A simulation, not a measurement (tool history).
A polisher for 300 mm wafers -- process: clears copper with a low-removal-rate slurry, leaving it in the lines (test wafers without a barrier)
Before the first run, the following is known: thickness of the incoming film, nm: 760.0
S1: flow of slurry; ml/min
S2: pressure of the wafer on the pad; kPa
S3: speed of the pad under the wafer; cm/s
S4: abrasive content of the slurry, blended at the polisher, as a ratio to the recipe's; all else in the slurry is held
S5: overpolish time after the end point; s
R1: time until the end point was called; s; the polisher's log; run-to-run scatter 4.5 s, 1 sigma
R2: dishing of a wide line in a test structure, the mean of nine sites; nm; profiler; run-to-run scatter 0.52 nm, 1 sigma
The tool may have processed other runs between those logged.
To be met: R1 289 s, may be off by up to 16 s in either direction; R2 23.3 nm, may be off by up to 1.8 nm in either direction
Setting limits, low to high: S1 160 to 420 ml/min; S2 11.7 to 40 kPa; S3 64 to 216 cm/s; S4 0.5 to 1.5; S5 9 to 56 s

run,hour,S1,S2,S3,S4,S5,R1,R2
1,0,270,25.5,140,1,29,144.44,85.353
2,8.8,270,23.4,136,1,26,157.05,69.971
3,12.6,270,22.1,130,1,23,169.55,59.87
4,18.8,270,20.7,124,1,21,195.01,51.345
5,24.7,270,19.3,122,1,19,208.81,43.375
6,26.3,270,18.6,120,1,18,221.2,39.598
7,32,270,17.9,120,1,17,228.73,38.91
8,36.2,270,17.9,120,1,17,227.3,37.686
9,38.2,270,17.2,120,1,16,236.51,34.118
10,46.1,270,16.5,120,1,15,251.05,31.962
11,54.6,270,15.9,120,1,14,251,26.532
12,55.3,270,14.5,116,1,14,288.44,25.738
13,60.2,270,14.5,116,1,9,283.95,16.771
14,64.3,270,14.5,114,1,10,296.59,18.061
15,72,270,14.5,114,1,11,295.51,20.704

Below are 5 possible settings for the next run. Only one of them brings all results inside the allowed miss of their targets. Which is it?
A,79.7,180,15.2,128,1.05,9,?,?
B,79.7,285,12.4,136,0.95,10,?,?
C,79.7,280,15.9,102,1.05,13,?,?
D,79.7,255,13.1,110,0.95,12,?,?
E,79.7,270,15.2,122,1.3,9,?,?

move,R1,R2
A,253.16,18.713
B,289.06,18.127
C,290.93,23.141
D,336.37,18.685
E,243.78,19.38
A: its largest miss is bigger than the last run's
B: its largest miss is bigger than the last run's
C: hits every target within its allowed miss
D: its largest miss is bigger than the last run's
E: its largest miss is bigger than the last run's
C is the move that brings every result within its allowed miss.
